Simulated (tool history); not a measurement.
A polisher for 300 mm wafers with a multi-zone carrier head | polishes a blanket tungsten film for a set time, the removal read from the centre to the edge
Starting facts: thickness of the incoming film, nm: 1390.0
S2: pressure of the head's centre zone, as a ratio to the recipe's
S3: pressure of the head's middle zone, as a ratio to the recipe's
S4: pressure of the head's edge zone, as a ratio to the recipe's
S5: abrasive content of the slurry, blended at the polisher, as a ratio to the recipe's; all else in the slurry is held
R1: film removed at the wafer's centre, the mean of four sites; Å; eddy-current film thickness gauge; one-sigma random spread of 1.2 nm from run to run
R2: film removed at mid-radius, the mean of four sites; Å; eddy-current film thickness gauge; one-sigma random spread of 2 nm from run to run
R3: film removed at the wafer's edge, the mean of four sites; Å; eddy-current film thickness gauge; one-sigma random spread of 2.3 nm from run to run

{"run": 1, "hour": 0.0, "flow of slurry (ml/min)": 160, "S2": 1, "S3": 1, "S4": 1, "S5": 1, "polishing time (s)": 50, "R1": 2978.6, "R2": 3058.8, "R3": 2941.9}
{"run": 2, "hour": 3.2, "flow of slurry (ml/min)": 125, "S2": 1, "S3": 1, "S4": 1, "S5": 1, "polishing time (s)": 50, "R1": 2802.6, "R2": 2883.6, "R3": 2803.4}
{"run": 3, "hour": 5.3, "flow of slurry (ml/min)": 125, "S2": 1, "S3": 0.94, "S4": 1, "S5": 1, "polishing time (s)": 50, "R1": 2805.3, "R2": 2786.3, "R3": 2810.3}
{"run": 4, "hour": 14.2, "flow of slurry (ml/min)": 125, "S2": 1, "S3": 1.01, "S4": 1, "S5": 1, "polishing time (s)": 50, "R1": 2826.7, "R2": 2936.7, "R3": 2823.1}
{"run": 5, "hour": 22.6, "flow of slurry (ml/min)": 125, "S2": 1, "S3": 1.01, "S4": 1, "S5": 1.15, "polishing time (s)": 50, "R1": 2873.9, "R2": 3064.9, "R3": 2952.1}
{"run": 6, "hour": 26.3, "flow of slurry (ml/min)": 120, "S2": 0.96, "S3": 1.04, "S4": 1.01, "S5": 1.05, "polishing time (s)": 47, "R1": 2523.6, "R2": 2843.3, "R3": 2701.3}
{"run": 7, "hour": 33.1, "flow of slurry (ml/min)": 115, "S2": 0.93, "S3": 1.06, "S4": 1.01, "S5": 0.95, "polishing time (s)": 46, "R1": 2315.2, "R2": 2732.3, "R3": 2510.3}
{"run": 8, "hour": 38.5, "flow of slurry (ml/min)": 110, "S2": 0.9, "S3": 1.07, "S4": 1.03, "S5": 0.85, "polishing time (s)": 45, "R1": 2105.5, "R2": 2602.5, "R3": 2458.8}
{"run": 9, "hour": 46.7, "flow of slurry (ml/min)": 105, "S2": 0.88, "S3": 1.08, "S4": 1.02, "S5": 0.75, "polishing time (s)": 45, "R1": 2006.6, "R2": 2537, "R3": 2361}
{"run": 10, "hour": 52.2, "flow of slurry (ml/min)": 105, "S2": 0.87, "S3": 1.09, "S4": 1.01, "S5": 0.7, "polishing time (s)": 45, "R1": 1935, "R2": 2557.1, "R3": 2355.9}

Expected results for the next run?
{"run": 11, "hour": 56.8, "flow of slurry (ml/min)": 105, "S2": 0.86, "S3": 1.08, "S4": 0.98, "S5": 0.65, "polishing time (s)": 45, "R1": "?", "R2": "?", "R3": "?"}

{"run 11": {"R1": 1914.2, "R2": 2471.2, "R3": 2273}}
